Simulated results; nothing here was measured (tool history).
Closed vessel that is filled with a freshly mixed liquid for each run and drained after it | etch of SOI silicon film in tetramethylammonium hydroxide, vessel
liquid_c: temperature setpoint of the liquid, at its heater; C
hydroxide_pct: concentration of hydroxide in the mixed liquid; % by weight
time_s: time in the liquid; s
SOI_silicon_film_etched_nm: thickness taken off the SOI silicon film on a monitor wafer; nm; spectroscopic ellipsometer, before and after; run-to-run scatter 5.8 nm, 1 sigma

{"run": 1, "hour": 0.0, "liquid_c": 69.0, "hydroxide_pct": 11.0, "time_s": 105, "SOI_silicon_film_etched_nm": 702.95}
{"run": 2, "hour": 5.1, "liquid_c": 69.0, "hydroxide_pct": 9.0, "time_s": 105, "SOI_silicon_film_etched_nm": 771.55}
{"run": 3, "hour": 7.9, "liquid_c": 68.5, "hydroxide_pct": 9.0, "time_s": 105, "SOI_silicon_film_etched_nm": 745.75}
{"run": 4, "hour": 8.7, "liquid_c": 68.5, "hydroxide_pct": 9.0, "time_s": 110, "SOI_silicon_film_etched_nm": 773.79}
{"run": 5, "hour": 14.3, "liquid_c": 73.0, "hydroxide_pct": 9.0, "time_s": 110, "SOI_silicon_film_etched_nm": 1031.9}
{"run": 6, "hour": 20.6, "liquid_c": 71.0, "hydroxide_pct": 9.0, "time_s": 110, "SOI_silicon_film_etched_nm": 890.86}
{"run": 7, "hour": 22.2, "liquid_c": 70.0, "hydroxide_pct": 9.0, "time_s": 110, "SOI_silicon_film_etched_nm": 841.48}
{"run": 8, "hour": 28.5, "liquid_c": 69.0, "hydroxide_pct": 9.0, "time_s": 110, "SOI_silicon_film_etched_nm": 792.8}
{"run": 9, "hour": 29.7, "liquid_c": 68.5, "hydroxide_pct": 9.0, "time_s": 110, "SOI_silicon_film_etched_nm": 768.69}
{"run": 10, "hour": 30.7, "liquid_c": 68.0, "hydroxide_pct": 9.0, "time_s": 110, "SOI_silicon_film_etched_nm": 747.62}
{"run": 11, "hour": 32.1, "liquid_c": 67.5, "hydroxide_pct": 9.0, "time_s": 110, "SOI_silicon_film_etched_nm": 730.81}

Estimate the outcome of run 12 from the log above:
{"run": 12, "hour": 39.8, "liquid_c": 67.0, "hydroxide_pct": 9.0, "time_s": 110, "SOI_silicon_film_etched_nm": "?"}

{"run 12": {"SOI_silicon_film_etched_nm": 706.94}}

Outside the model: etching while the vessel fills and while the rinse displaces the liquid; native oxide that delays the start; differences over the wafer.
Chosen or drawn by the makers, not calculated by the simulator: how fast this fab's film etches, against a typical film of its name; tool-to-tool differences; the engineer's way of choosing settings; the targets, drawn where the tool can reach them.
